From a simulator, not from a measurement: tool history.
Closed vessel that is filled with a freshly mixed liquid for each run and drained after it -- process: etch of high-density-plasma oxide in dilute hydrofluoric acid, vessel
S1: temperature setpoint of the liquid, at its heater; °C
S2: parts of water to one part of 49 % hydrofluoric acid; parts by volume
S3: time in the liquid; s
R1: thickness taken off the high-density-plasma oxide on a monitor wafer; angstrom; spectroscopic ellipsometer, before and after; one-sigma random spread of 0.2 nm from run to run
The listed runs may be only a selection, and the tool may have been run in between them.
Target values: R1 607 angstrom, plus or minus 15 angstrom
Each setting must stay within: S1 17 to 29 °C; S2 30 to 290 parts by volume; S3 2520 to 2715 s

run 1 hour=0 | S1=21 S2=160 S3=2520 | R1=918.62
run 2 hour=3.7 | S1=21 S2=120 S3=2520 | R1=1278.7
run 3 hour=11.6 | S1=20 S2=145 S3=2520 | R1=990.9
run 4 hour=17.8 | S1=19 S2=160 S3=2520 | R1=848.67
run 5 hour=19.6 | S1=18.5 S2=170 S3=2520 | R1=773.55
run 6 hour=26.6 | S1=18.5 S2=170 S3=2715 | R1=837.52
run 7 hour=33.1 | S1=18.5 S2=170 S3=2715 | R1=833.24
run 8 hour=35.9 | S1=18 S2=180 S3=2715 | R1=760.65
run 9 hour=40.3 | S1=17.5 S2=185 S3=2715 | R1=727.39
run 10 hour=45 | S1=17.5 S2=190 S3=2715 | R1=700.5
run 11 hour=50 | S1=17.5 S2=195 S3=2715 | R1=681.97
run 12 hour=53.6 | S1=17.5 S2=200 S3=2715 | R1=662.73
run 13 hour=60.7 | S1=17.5 S2=205 S3=2715 | R1=639.67
run 14 hour=64 | S1=17.5 S2=205 S3=2715 | R1=644.3

Below are 5 possible settings for the next run. Only one of them brings all results inside the allowed miss of their targets. Which is it?
run A hour=67.3 | S1=17 S2=210 S3=2520 | R1=?
run B hour=67.3 | S1=19 S2=210 S3=2520 | R1=?
run C hour=67.3 | S1=17 S2=215 S3=2560 | R1=?
run D hour=67.3 | S1=18.5 S2=200 S3=2630 | R1=?
run E hour=67.3 | S1=17.5 S2=220 S3=2655 | R1=?

move=A R1=569.42
move=B R1=615.27
move=C R1=562.23
move=D R1=668.28
move=E R1=578.18
A: moves the result that the last run missed by most past its target, out the other side
B: hits every target within its allowed miss
C: moves the result that the last run missed by most past its target, out the other side
D: moves away from the targets compared with the last run
E: moves the result that the last run missed by most past its target, out the other side
Move B is the one to make.

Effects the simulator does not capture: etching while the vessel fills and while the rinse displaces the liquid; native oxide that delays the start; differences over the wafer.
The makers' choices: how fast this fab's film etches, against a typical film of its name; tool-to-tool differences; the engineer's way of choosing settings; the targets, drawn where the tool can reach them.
